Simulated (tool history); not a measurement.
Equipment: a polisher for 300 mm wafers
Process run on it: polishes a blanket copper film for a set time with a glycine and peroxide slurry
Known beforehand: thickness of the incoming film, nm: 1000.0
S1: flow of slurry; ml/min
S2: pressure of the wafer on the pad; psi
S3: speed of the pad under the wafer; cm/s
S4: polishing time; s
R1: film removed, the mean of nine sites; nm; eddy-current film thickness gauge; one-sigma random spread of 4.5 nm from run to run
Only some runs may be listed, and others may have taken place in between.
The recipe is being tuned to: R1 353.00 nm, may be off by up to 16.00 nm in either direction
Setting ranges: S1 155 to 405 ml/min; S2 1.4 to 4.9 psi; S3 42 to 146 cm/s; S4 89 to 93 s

{"run": 1, "hour": 0.0, "S1": 260, "S2": 3.1, "S3": 94, "S4": 89, "R1": 479.42}
{"run": 2, "hour": 5.5, "S1": 320, "S2": 3.1, "S3": 94, "S4": 89, "R1": 498.02}
{"run": 3, "hour": 12.1, "S1": 320, "S2": 2.9, "S3": 94, "S4": 89, "R1": 456.62}
{"run": 4, "hour": 20.1, "S1": 320, "S2": 2.8, "S3": 94, "S4": 89, "R1": 443.08}
{"run": 5, "hour": 20.7, "S1": 320, "S2": 2.8, "S3": 94, "S4": 93, "R1": 474.2}
{"run": 6, "hour": 27.2, "S1": 285, "S2": 2.8, "S3": 94, "S4": 93, "R1": 474.6}
{"run": 7, "hour": 32.0, "S1": 285, "S2": 2.7, "S3": 94, "S4": 93, "R1": 451.65}
{"run": 8, "hour": 33.3, "S1": 285, "S2": 2.6, "S3": 94, "S4": 93, "R1": 448.7}
{"run": 9, "hour": 34.6, "S1": 285, "S2": 2.5, "S3": 94, "S4": 93, "R1": 428.4}
{"run": 10, "hour": 36.7, "S1": 285, "S2": 2.4, "S3": 94, "S4": 93, "R1": 411.23}
{"run": 11, "hour": 38.1, "S1": 285, "S2": 2.3, "S3": 94, "S4": 93, "R1": 400.88}
{"run": 12, "hour": 43.3, "S1": 285, "S2": 2.2, "S3": 94, "S4": 93, "R1": 377.84}
{"run": 13, "hour": 44.0, "S1": 285, "S2": 2.1, "S3": 94, "S4": 93, "R1": 375.42}
{"run": 14, "hour": 48.5, "S1": 285, "S2": 1.8, "S3": 94, "S4": 93, "R1": 329.46}
{"hour": 53.3, "done": "worn pad replaced by a new one"}
{"run": 15, "hour": 53.3, "S1": 285, "S2": 1.9, "S3": 94, "S4": 93, "R1": 381.0}
{"run": 16, "hour": 59.3, "S1": 285, "S2": 1.9, "S3": 94, "S4": 93, "R1": 388.14}
{"run": 17, "hour": 61.2, "S1": 285, "S2": 1.8, "S3": 94, "S4": 93, "R1": 370.35}

Exercise: of the 4 proposed moves below, exactly one satisfies all targets within the stated allowed misses. Which move is it?
{"run": "A", "hour": 63.1, "S1": 270, "S2": 1.8, "S3": 102, "S4": 93, "R1": "?"}
{"run": "B", "hour": 63.1, "S1": 310, "S2": 1.8, "S3": 102, "S4": 93, "R1": "?"}
{"run": "C", "hour": 63.1, "S1": 250, "S2": 1.6, "S3": 102, "S4": 93, "R1": "?"}
{"run": "D", "hour": 63.1, "S1": 260, "S2": 2.2, "S3": 90, "S4": 89, "R1": "?"}

move=A R1=393.69
move=B R1=399.17
move=C R1=357.50
move=D R1=397.44
A: further off than the last run
B: further off than the last run
C: in spec on every target
D: further off than the last run
So the answer is move C, the one that meets all the targets.
